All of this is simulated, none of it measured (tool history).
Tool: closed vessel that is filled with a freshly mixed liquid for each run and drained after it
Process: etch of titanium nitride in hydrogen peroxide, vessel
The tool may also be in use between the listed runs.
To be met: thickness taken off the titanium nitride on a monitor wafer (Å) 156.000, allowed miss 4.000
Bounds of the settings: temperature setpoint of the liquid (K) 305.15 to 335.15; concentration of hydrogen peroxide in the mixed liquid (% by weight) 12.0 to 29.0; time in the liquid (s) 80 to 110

| run | day | temperature setpoint of the liquid (K) | concentration of hydrogen peroxide in the mixed liquid (% by weight) | time in the liquid (s) | thickness taken off the titanium nitride on a monitor wafer (Å) |
|---|---|---|---|---|---|
| 1 | 0.000 | 319.15 | 19.5 | 110 | 65.507 |
| 2 | 0.321 | 319.15 | 19.5 | 110 | 65.559 |
| 3 | 0.562 | 319.15 | 19.5 | 110 | 65.297 |
| 4 | 0.867 | 322.15 | 19.5 | 110 | 81.547 |
| 5 | 1.004 | 319.65 | 19.5 | 110 | 67.959 |
| 6 | 1.346 | 319.65 | 16.5 | 110 | 65.626 |
| 7 | 1.517 | 322.65 | 16.5 | 110 | 81.169 |
| 8 | 1.704 | 324.65 | 16.5 | 110 | 94.496 |
| 9 | 1.925 | 326.15 | 16.5 | 110 | 104.660 |
| 10 | 2.017 | 327.65 | 16.5 | 110 | 117.610 |
| 11 | 2.229 | 328.65 | 16.5 | 110 | 126.590 |
| 12 | 2.300 | 329.15 | 16.5 | 110 | 129.100 |

Which of these 4 next moves meets every target?
| A | 2.371 | 325.15 | 20.0 | 110 | ? |
| B | 2.371 | 331.65 | 14.0 | 105 | ? |
| C | 2.371 | 330.65 | 16.5 | 110 | ? |
| D | 2.371 | 332.15 | 14.5 | 110 | ? |

| move | thickness taken off the titanium nitride on a monitor wafer (Å) |
|---|---|
| A | 101.160 |
| B | 141.080 |
| C | 142.830 |
| D | 154.070 |
A: further off than the last run
B: nearer than the last run, and not there yet
C: nearer than the last run, and not there yet
D: meets every target
Answer: D
